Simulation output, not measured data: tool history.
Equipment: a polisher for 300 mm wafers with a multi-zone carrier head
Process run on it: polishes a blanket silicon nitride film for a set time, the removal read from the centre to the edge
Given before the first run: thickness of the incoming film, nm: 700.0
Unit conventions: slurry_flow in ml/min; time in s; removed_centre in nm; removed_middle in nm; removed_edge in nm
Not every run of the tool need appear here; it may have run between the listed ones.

| run | hour | slurry_flow | centre_zone | middle_zone | edge_zone | time | removed_centre | removed_middle | removed_edge |
|---|---|---|---|---|---|---|---|---|---|
| 1 | 0.0 | 170 | 1.00 | 1.00 | 1.00 | 60 | 79.377 | 80.071 | 79.816 |
| 2 | 6.1 | 130 | 1.00 | 1.00 | 1.00 | 60 | 77.034 | 76.672 | 77.326 |
| 3 | 14.7 | 105 | 1.00 | 1.00 | 1.00 | 60 | 71.527 | 72.653 | 74.058 |
| 4 | 21.2 | 105 | 0.99 | 0.98 | 1.00 | 60 | 69.100 | 71.402 | 75.097 |
| 5 | 24.2 | 105 | 0.99 | 0.97 | 0.99 | 60 | 70.912 | 71.010 | 73.650 |
| 6 | 31.5 | 105 | 0.99 | 0.97 | 0.99 | 70 | 82.806 | 81.658 | 86.295 |

What will run 7 give?
| 7 | 36.9 | 105 | 0.98 | 0.96 | 0.98 | 69 | ? | ? | ? |

{"run 7": {"removed_centre": 79.996, "removed_middle": 81.107, "removed_edge": 84.521}}

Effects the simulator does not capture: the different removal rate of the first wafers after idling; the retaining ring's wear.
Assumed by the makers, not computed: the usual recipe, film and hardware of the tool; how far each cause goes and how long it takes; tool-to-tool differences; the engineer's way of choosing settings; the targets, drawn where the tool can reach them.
